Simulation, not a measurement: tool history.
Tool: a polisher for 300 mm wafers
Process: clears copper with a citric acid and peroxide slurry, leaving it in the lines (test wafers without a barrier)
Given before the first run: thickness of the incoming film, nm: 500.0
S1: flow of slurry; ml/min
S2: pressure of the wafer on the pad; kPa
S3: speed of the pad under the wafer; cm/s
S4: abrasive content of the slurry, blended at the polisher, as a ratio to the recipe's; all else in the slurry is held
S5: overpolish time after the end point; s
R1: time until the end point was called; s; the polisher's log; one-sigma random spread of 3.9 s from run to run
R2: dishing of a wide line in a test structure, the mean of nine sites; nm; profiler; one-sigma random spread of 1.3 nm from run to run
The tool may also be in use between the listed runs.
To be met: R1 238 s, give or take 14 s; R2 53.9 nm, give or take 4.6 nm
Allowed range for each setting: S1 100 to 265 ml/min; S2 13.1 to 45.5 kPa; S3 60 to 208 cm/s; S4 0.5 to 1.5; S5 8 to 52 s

| run | hour | S1 | S2 | S3 | S4 | S5 | R1 | R2 |
|---|---|---|---|---|---|---|---|---|
| 1 | 0 | 170 | 29 | 134 | 1 | 26 | 136.51 | 53.218 |
| 2 | 1.2 | 170 | 26.9 | 132 | 1 | 28 | 148.07 | 55.695 |
| 3 | 7 | 170 | 24.8 | 132 | 1 | 29 | 161.69 | 54.016 |
| 4 | 14.5 | 170 | 23.4 | 132 | 1 | 30 | 166.1 | 53.152 |
| 5 | 22.1 | 170 | 22.1 | 132 | 1 | 31 | 179.18 | 51.308 |
| 6 | 28.4 | 170 | 22.1 | 132 | 1 | 23 | 180.7 | 40.415 |
| 7 | 36.9 | 170 | 20.7 | 130 | 1 | 25 | 189.37 | 43.199 |
| 8 | 37.7 | 170 | 20 | 130 | 1 | 27 | 199.01 | 45.282 |
| 9 | 40.1 | 170 | 19.3 | 130 | 1 | 28 | 194.59 | 44.19 |

Exactly one of the 5 candidate moves below puts every result within its allowed miss. Which one?
| A | 42.5 | 110 | 18.6 | 132 | 0.9 | 21 | ? | ? |
| B | 42.5 | 180 | 15.9 | 136 | 1.05 | 45 | ? | ? |
| C | 42.5 | 175 | 19.3 | 90 | 1.2 | 37 | ? | ? |
| D | 42.5 | 185 | 20 | 88 | 1.1 | 36 | ? | ? |
| E | 42.5 | 170 | 20 | 114 | 1.05 | 33 | ? | ? |

| move | R1 | R2 |
|---|---|---|
| A | 226.03 | 31.986 |
| B | 233.44 | 53.533 |
| C | 236.13 | 47.369 |
| D | 234 | 46.851 |
| E | 208.7 | 47.699 |
A: brings the last run's worst result on target, with another outside its allowed miss
B: every result lands within tolerance
C: brings the last run's worst result on target, with another outside its allowed miss
D: brings the last run's worst result on target, with another outside its allowed miss
E: gains on the last run, yet a result remains outside its allowed miss
The move that meets every target is B.

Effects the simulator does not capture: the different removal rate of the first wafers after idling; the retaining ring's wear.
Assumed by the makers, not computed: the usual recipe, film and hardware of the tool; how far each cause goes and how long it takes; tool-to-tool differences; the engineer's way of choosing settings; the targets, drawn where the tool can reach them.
